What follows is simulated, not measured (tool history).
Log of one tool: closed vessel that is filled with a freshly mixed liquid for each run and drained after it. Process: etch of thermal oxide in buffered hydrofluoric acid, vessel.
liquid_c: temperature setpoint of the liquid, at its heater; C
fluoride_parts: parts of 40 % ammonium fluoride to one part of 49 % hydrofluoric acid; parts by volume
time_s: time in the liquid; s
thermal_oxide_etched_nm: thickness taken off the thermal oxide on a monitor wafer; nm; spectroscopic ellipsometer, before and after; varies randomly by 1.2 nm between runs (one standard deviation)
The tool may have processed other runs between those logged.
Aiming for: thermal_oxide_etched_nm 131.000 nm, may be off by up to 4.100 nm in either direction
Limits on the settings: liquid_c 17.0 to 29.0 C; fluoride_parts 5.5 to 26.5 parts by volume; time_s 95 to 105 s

run	day	liquid_c	fluoride_parts	time_s	thermal_oxide_etched_nm
1	0.000	21.0	16.0	95	56.144
2	0.125	24.0	16.0	95	66.158
3	0.300	26.0	16.0	95	73.482
4	0.421	27.0	14.0	95	87.614
5	0.754	27.5	12.5	95	102.740
6	0.958	28.0	12.0	95	108.130
7	1.108	28.5	11.5	95	115.150
8	1.158	28.5	11.0	95	121.830

5 next moves are on the table. One of them brings every result within its allowed miss. Which?
A	1.208	24.5	8.5	95	?
B	1.208	28.5	9.0	95	?
C	1.208	28.0	11.0	105	?
D	1.208	28.5	10.5	105	?
E	1.208	27.0	8.5	95	?

move	thermal_oxide_etched_nm
A	121.920
B	141.990
C	130.380
D	140.090
E	139.490
A: just as far off the targets as the last run
B: carries the result that was furthest off beyond its target, to the other side
C: every result within its allowed miss
D: carries the result that was furthest off beyond its target, to the other side
E: carries the result that was furthest off beyond its target, to the other side
The right move is C.
